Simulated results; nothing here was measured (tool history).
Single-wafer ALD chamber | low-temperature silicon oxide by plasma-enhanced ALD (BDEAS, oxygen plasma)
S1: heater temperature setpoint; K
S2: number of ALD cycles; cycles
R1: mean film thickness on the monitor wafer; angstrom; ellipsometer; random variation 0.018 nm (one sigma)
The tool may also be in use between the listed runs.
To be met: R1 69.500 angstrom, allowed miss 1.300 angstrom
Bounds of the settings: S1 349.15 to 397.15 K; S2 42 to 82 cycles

{"run": 1, "hour": 0.0, "S1": 373.15, "S2": 62, "R1": 77.511}
{"run": 2, "hour": 7.9, "S1": 374.15, "S2": 61, "R1": 76.167}
{"run": 3, "hour": 14.0, "S1": 374.15, "S2": 68, "R1": 85.006}
{"run": 4, "hour": 21.7, "S1": 381.15, "S2": 68, "R1": 83.188}
{"run": 5, "hour": 24.2, "S1": 371.15, "S2": 68, "R1": 85.74}
{"run": 6, "hour": 26.9, "S1": 373.15, "S2": 67, "R1": 83.991}
{"run": 7, "hour": 34.7, "S1": 374.15, "S2": 66, "R1": 82.383}
{"run": 8, "hour": 39.8, "S1": 375.15, "S2": 65, "R1": 81.028}
{"run": 9, "hour": 46.4, "S1": 376.15, "S2": 64, "R1": 79.638}
{"run": 10, "hour": 50.1, "S1": 377.15, "S2": 63, "R1": 78.33}

4 next moves are on the table. One of them brings every result within its allowed miss. Which?
{"run": "A", "hour": 53.8, "S1": 376.15, "S2": 59, "R1": "?"}
{"run": "B", "hour": 53.8, "S1": 380.15, "S2": 54, "R1": "?"}
{"run": "C", "hour": 53.8, "S1": 388.15, "S2": 57, "R1": "?"}
{"run": "D", "hour": 53.8, "S1": 373.15, "S2": 54, "R1": "?"}

move=A R1=73.458
move=B R1=66.730
move=C R1=69.376
move=D R1=67.610
A: nearer than the last run, and not there yet
B: takes the result that was furthest off past its target
C: meets every target
D: takes the result that was furthest off past its target
Answer: C

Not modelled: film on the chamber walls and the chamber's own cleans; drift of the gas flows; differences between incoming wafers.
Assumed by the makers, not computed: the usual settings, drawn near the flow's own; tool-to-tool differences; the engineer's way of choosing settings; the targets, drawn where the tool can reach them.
